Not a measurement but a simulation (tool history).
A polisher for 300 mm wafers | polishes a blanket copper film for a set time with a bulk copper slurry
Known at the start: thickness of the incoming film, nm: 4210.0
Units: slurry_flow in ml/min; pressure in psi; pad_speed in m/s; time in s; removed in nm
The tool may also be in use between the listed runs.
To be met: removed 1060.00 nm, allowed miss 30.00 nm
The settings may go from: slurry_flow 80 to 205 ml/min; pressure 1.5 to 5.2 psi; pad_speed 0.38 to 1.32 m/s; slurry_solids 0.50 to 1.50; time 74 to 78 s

run    day  slurry_flow  pressure  pad_speed  slurry_solids  time  removed
  1  0.000          135       3.3       0.84           1.00    74   663.19
  2  0.046          140       3.4       0.84           1.00    74   685.96
  3  0.225          140       3.4       0.64           1.00    74   568.54
  4  0.471          140       3.4       0.64           0.90    74   551.99
  5  0.746          140       3.4       0.64           0.90    78   589.78
  6  0.858          145       3.6       0.64           0.90    78   629.49
  7  1.000          145       3.8       0.64           0.90    78   665.26
  8  1.217          175       4.8       0.66           0.90    78   870.15
  9  1.292          175       5.0       0.72           0.90    78   950.70
 10  1.442          175       5.1       0.76           0.90    78  1012.90
 11  1.721          175       5.1       0.76           0.90    78  1004.70

5 next moves are on the table. One of them brings every result within its allowed miss. Which?
  A  2.000          150       5.1       0.78           0.80    74        ?
  B  2.000          205       4.9       0.60           1.10    78        ?
  C  2.000          180       5.2       0.84           0.90    74        ?
  D  2.000          170       5.1       0.68           0.95    77        ?
  E  2.000          180       4.9       0.78           0.90    74        ?

move  removed
   A   942.41
   B   884.90
   C  1061.00
   D   936.88
   E   949.78
A: further off than the last run
B: further off than the last run
C: meets every target
D: further off than the last run
E: further off than the last run
Answer: C
